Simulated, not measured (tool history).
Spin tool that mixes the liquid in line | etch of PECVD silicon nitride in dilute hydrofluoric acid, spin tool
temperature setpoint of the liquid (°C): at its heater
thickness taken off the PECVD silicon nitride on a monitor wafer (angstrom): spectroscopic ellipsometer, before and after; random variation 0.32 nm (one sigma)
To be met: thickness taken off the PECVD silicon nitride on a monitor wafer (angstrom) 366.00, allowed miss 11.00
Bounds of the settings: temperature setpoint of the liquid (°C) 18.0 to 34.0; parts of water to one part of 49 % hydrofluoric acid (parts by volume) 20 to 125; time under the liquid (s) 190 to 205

run    day  temperature setpoint of the liquid (°C)  parts of water to one part of 49 % hydrofluoric acid (parts by volume)  time under the liquid (s)  thickness taken off the PECVD silicon nitride on a monitor wafer (angstrom)
  1  0.000                                     26.0                                                                      70                        190                                                                       134.37
  2  0.054                                     27.0                                                                      65                        190                                                                       153.27
  3  0.283                                     28.0                                                                      60                        190                                                                       177.28
  4  0.567                                     29.5                                                                      60                        190                                                                       197.81
  5  0.804                                     29.5                                                                      60                        205                                                                       212.63
  6  1.175                                     33.0                                                                      60                        205                                                                       260.80
  7  1.362                                     33.0                                                                      55                        205                                                                       287.48
  8  1.721                                     33.5                                                                      50                        205                                                                       326.70

4 next moves are on the table. One of them brings every result within its allowed miss. Which?
  A  2.079                                     34.0                                                                      50                        205                                                                            ?
  B  2.079                                     32.5                                                                      50                        205                                                                            ?
  C  2.079                                     32.0                                                                      40                        205                                                                            ?
  D  2.079                                     31.5                                                                      40                        190                                                                            ?

move  thickness taken off the PECVD silicon nitride on a monitor wafer (angstrom)
   A                                                                       336.96
   B                                                                       306.60
   C                                                                       370.43
   D                                                                       332.50
A: nearer than the last run, and not there yet
B: further off than the last run
C: meets every target
D: nearer than the last run, and not there yet
The right move is C.
